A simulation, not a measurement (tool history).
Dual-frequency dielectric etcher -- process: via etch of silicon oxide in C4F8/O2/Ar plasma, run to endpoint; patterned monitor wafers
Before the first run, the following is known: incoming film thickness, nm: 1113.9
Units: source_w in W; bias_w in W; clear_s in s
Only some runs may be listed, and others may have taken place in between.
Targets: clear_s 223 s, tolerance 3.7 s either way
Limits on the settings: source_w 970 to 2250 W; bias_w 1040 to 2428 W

run 1 day=0 | source_w=1610 bias_w=1734 | clear_s=264.06
run 2 day=0.2 | source_w=1810 bias_w=1734 | clear_s=246.98
run 3 day=0.333 | source_w=1840 bias_w=1739 | clear_s=246.37
run 4 day=0.625 | source_w=1960 bias_w=1739 | clear_s=238.99
run 5 day=0.871 | source_w=1990 bias_w=1743 | clear_s=238.86
run 6 day=1.167 | source_w=1990 bias_w=1556 | clear_s=244.06
run 7 day=1.462 | source_w=2020 bias_w=1573 | clear_s=242.51
-- day=1.788 source power generator calibrated
run 8 day=1.788 | source_w=2040 bias_w=1590 | clear_s=236.88
run 9 day=1.904 | source_w=2060 bias_w=1594 | clear_s=232.88
run 10 day=2.204 | source_w=2070 bias_w=1596 | clear_s=231.43
run 11 day=2.279 | source_w=2080 bias_w=1598 | clear_s=232.47
run 12 day=2.65 | source_w=2090 bias_w=1600 | clear_s=231.89

Which of these 4 next moves meets every target?
run A day=3.021 | source_w=2120 bias_w=1551 | clear_s=?
run B day=3.021 | source_w=1990 bias_w=1737 | clear_s=?
run C day=3.021 | source_w=2110 bias_w=1465 | clear_s=?
run D day=3.021 | source_w=2100 bias_w=1856 | clear_s=?

move=A clear_s=231.81
move=B clear_s=232.41
move=C clear_s=235.71
move=D clear_s=222.32
A: neither nearer nor further off than the last run
B: further off than the last run
C: further off than the last run
D: all results land within tolerance of their targets
The move that meets every target is D.
